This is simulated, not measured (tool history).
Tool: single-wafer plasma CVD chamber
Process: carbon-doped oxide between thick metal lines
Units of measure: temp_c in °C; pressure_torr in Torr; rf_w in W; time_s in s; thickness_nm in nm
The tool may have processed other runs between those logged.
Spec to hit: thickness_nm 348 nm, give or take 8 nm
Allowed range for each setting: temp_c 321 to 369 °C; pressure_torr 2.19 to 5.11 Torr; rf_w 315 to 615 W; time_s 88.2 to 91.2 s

run 1 hour=0 | temp_c=345 pressure_torr=3.65 rf_w=465 time_s=88.2 | thickness_nm=437.7
run 2 hour=8.3 | temp_c=345 pressure_torr=3.65 rf_w=430 time_s=88.2 | thickness_nm=397.79
run 3 hour=14.1 | temp_c=340 pressure_torr=3.65 rf_w=430 time_s=88.2 | thickness_nm=404.63
run 4 hour=21.5 | temp_c=341 pressure_torr=3.49 rf_w=410 time_s=88.2 | thickness_nm=381.46
run 5 hour=30.2 | temp_c=341 pressure_torr=3.49 rf_w=410 time_s=91.2 | thickness_nm=392.54
run 6 hour=31.5 | temp_c=341 pressure_torr=3.21 rf_w=410 time_s=91.2 | thickness_nm=388.61
run 7 hour=35.2 | temp_c=341 pressure_torr=2.98 rf_w=400 time_s=91.1 | thickness_nm=371.52
run 8 hour=41.6 | temp_c=341 pressure_torr=2.81 rf_w=395 time_s=91.1 | thickness_nm=364.53
run 9 hour=50 | temp_c=341 pressure_torr=2.68 rf_w=395 time_s=91.1 | thickness_nm=359.51
run 10 hour=54 | temp_c=341 pressure_torr=2.59 rf_w=395 time_s=91.1 | thickness_nm=358.24

4 next moves are on the table. One of them brings every result within its allowed miss. Which?
run A hour=58 | temp_c=339 pressure_torr=3.16 rf_w=395 time_s=91.2 | thickness_nm=?
run B hour=58 | temp_c=337 pressure_torr=2.48 rf_w=390 time_s=88.2 | thickness_nm=?
run C hour=58 | temp_c=332 pressure_torr=2.82 rf_w=360 time_s=91.2 | thickness_nm=?
run D hour=58 | temp_c=344 pressure_torr=2.19 rf_w=385 time_s=88.2 | thickness_nm=?

move=A thickness_nm=370.53
move=B thickness_nm=344.9
move=C thickness_nm=331.42
move=D thickness_nm=327.27
A: its largest miss is bigger than the last run's
B: all results in spec
C: carries the result that was furthest off beyond its target, to the other side
D: carries the result that was furthest off beyond its target, to the other side
Go with B: it meets all targets.
